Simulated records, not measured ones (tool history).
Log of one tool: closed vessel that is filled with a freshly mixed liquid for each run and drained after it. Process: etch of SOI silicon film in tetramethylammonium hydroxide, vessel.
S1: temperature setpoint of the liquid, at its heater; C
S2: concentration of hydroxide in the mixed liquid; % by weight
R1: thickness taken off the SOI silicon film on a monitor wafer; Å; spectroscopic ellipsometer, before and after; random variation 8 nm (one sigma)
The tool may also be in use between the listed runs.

Run 1, hour 0.0: S1 73.0 C, S2 15 % by weight, time in the liquid (s) 85. Result: R1 5778.0 Å.
Run 2, hour 2.1: S1 73.0 C, S2 15 % by weight, time in the liquid (s) 85. Result: R1 5792.3 Å.
Run 3, hour 7.0: S1 74.0 C, S2 15 % by weight, time in the liquid (s) 85. Result: R1 6099.5 Å.
Run 4, hour 15.0: S1 69.0 C, S2 15 % by weight, time in the liquid (s) 85. Result: R1 4511.4 Å.
Run 5, hour 17.5: S1 69.0 C, S2 14 % by weight, time in the liquid (s) 85. Result: R1 4751.0 Å.
Run 6, hour 23.7: S1 70.5 C, S2 14 % by weight, time in the liquid (s) 85. Result: R1 5230.3 Å.
Run 7, hour 27.7: S1 71.5 C, S2 14 % by weight, time in the liquid (s) 85. Result: R1 5591.9 Å.

Run 8 comes next. What will it give?
Run 8, hour 31.0: S1 72.5 C, S2 14 % by weight, time in the liquid (s) 85. Result: R1 ?.

R1: 5817.9 Å

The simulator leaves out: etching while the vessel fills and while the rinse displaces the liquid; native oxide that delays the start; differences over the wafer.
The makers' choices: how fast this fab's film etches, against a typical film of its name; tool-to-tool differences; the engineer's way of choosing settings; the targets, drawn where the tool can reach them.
